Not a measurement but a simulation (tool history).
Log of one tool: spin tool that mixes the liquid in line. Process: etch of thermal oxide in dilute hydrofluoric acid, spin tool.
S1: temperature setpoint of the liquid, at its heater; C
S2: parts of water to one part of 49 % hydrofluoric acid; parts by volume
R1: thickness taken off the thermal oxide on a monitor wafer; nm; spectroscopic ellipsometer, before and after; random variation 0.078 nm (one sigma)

{"run": 1, "hour": 0.0, "S1": 21.0, "S2": 245, "time under the liquid (s)": 295, "R1": 4.6494}
{"run": 2, "hour": 8.9, "S1": 22.5, "S2": 235, "time under the liquid (s)": 295, "R1": 4.9704}
{"run": 3, "hour": 9.9, "S1": 23.5, "S2": 220, "time under the liquid (s)": 295, "R1": 5.7321}
{"run": 4, "hour": 12.0, "S1": 24.5, "S2": 215, "time under the liquid (s)": 295, "R1": 6.1146}
{"run": 5, "hour": 14.4, "S1": 25.5, "S2": 215, "time under the liquid (s)": 295, "R1": 6.3293}
{"run": 6, "hour": 19.7, "S1": 26.0, "S2": 215, "time under the liquid (s)": 295, "R1": 6.4517}

Run 7 comes next. What will it give?
{"hour": 25.9, "done": "hydrofluoric acid flow meter replaced"}
{"run": 7, "hour": 25.9, "S1": 26.5, "S2": 215, "time under the liquid (s)": 295, "R1": "?"}

{"run 7": {"R1": 6.1815}}

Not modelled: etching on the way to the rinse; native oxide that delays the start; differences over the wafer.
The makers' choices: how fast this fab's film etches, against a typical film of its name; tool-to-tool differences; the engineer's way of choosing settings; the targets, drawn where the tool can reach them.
